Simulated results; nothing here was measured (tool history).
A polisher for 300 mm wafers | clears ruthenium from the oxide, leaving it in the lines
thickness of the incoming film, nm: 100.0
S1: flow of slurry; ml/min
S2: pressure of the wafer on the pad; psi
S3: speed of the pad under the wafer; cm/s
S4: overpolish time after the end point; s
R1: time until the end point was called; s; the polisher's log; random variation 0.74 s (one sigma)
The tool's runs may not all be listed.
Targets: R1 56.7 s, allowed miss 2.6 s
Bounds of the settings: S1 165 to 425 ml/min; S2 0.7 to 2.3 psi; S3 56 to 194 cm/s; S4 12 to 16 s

run  hour   S1   S2   S3  S4      R1
  1     0  275  1.5  124  16  100.27
  2   7.8  275  1.5   98  16  123.38
  3  16.4  275  1.8   98  16  101.22
  4  22.7  275  1.8   98  16  103.91
  5    27  235  1.8   98  16  105.22
  6  28.6  235  1.8   78  16  131.74
  7  33.5  255  1.9   88  16  111.16
  8  37.9  265    2   98  16  92.502
  9  40.6  275  2.1  104  16  85.726
 10  47.2  280  2.1  112  16  79.916
 11  54.6  285  2.1  118  16  74.881
 12  62.8  290  2.1  122  16  72.918
 13  65.9  290  2.1  126  16    69.5
 14  70.3  290  2.1  128  16  68.567
 15  78.2  290  2.1  130  16  67.617
 16  82.9  290  2.1  132  16  66.003
 17  86.3  290  2.1  132  16  68.328

4 next moves are on the table. One of them brings every result within its allowed miss. Which?
  A  89.7  260  1.8  126  16   ?
  B  89.7  255  1.9  128  12   ?
  C  89.7  265  1.9  118  16   ?
  D  89.7  310  2.2  146  16   ?

move      R1
   A  81.902
   B  76.675
   C  82.631
   D  57.347
A: further off than the last run
B: further off than the last run
C: further off than the last run
D: meets every target
The right move is D.
